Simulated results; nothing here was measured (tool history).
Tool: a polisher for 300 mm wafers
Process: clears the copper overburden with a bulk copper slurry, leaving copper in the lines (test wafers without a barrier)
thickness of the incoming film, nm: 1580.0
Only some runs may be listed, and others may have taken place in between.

| run | hour | flow of slurry (ml/min) | pressure of the wafer on the pad (psi) | speed of the pad under the wafer (m/s) | abrasive content of the slurry | overpolish time after the end point (s) | time until the end point was called (s) | dishing of a wide line in a test structure (nm) |
|---|---|---|---|---|---|---|---|---|
| 1 | 0.0 | 305 | 3.0 | 1.26 | 1.00 | 17 | 117.740 | 100.650 |
| 2 | 5.9 | 305 | 3.0 | 1.10 | 1.00 | 17 | 131.020 | 89.802 |
| 3 | 9.5 | 305 | 3.0 | 1.38 | 1.00 | 17 | 110.690 | 106.990 |
| 4 | 10.9 | 345 | 3.2 | 1.16 | 1.15 | 14 | 114.570 | 91.710 |
| 5 | 19.1 | 335 | 3.4 | 1.00 | 1.20 | 12 | 124.520 | 73.082 |
| 6 | 27.2 | 335 | 3.4 | 0.78 | 1.20 | 12 | 164.560 | 65.576 |
| 7 | 32.7 | 335 | 3.4 | 0.78 | 1.20 | 12 | 162.400 | 67.192 |
| 8 | 40.3 | 295 | 3.7 | 0.76 | 1.30 | 10 | 146.030 | 59.835 |
| 9 | 48.8 | 265 | 3.9 | 0.74 | 1.35 | 9 | 149.330 | 55.578 |
| 10 | 50.5 | 185 | 4.4 | 1.04 | 1.50 | 5 | 98.957 | 49.287 |
| 11 | 55.9 | 185 | 4.4 | 1.04 | 1.50 | 5 | 98.158 | 49.283 |

Run 12 has not been measured yet. What should we expect?
| 12 | 57.3 | 185 | 4.2 | 1.04 | 1.50 | 5 | ? | ? |

time until the end point was called (s): 102.230
dishing of a wide line in a test structure (nm): 49.556
